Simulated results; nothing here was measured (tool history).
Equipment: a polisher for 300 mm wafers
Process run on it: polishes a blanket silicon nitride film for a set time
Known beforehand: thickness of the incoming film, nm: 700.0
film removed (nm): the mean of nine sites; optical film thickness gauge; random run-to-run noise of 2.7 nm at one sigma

run  hour  flow of slurry (ml/min)  pressure of the wafer on the pad (kPa)  speed of the pad under the wafer (cm/s)  polishing time (s)  film removed (nm)
  1   0.0                      180                                    20.7                                      118                  77             145.31
  2   1.6                      180                                    20.7                                      118                  77             146.63
  3   9.7                      180                                    22.1                                      118                  77             153.98
  4  13.4                      180                                    22.1                                      100                  77             136.32
  5  18.9                      180                                    18.6                                      100                  77             123.03
  6  25.8                      180                                    18.6                                      100                  77             121.32
  7  31.3                      180                                    20.7                                      104                  77             136.38
  8  34.1                      180                                    22.8                                      106                  77             147.53
  9  36.4                      180                                    24.1                                      108                  77             157.91
 10  42.9                      180                                    25.5                                      108                  77             165.43
 11  50.6                      180                                    26.9                                      110                  77             171.83
 12  56.3                      180                                    27.6                                      112                  77             174.94
 13  61.5                      180                                    27.6                                      112                  77             171.69
 14  62.9                      180                                    28.3                                      116                  77             185.52
 15  66.1                      180                                    29.0                                      118                  77             188.30
 16  69.2                      180                                    29.6                                      120                  77             192.81
 17  71.3                      180                                    30.3                                      122                  77             197.30

Predict the results of run 18:
 18  75.3                      180                                    30.3                                      124                  77                  ?

Run 18 came out at film removed (nm) 198.77.

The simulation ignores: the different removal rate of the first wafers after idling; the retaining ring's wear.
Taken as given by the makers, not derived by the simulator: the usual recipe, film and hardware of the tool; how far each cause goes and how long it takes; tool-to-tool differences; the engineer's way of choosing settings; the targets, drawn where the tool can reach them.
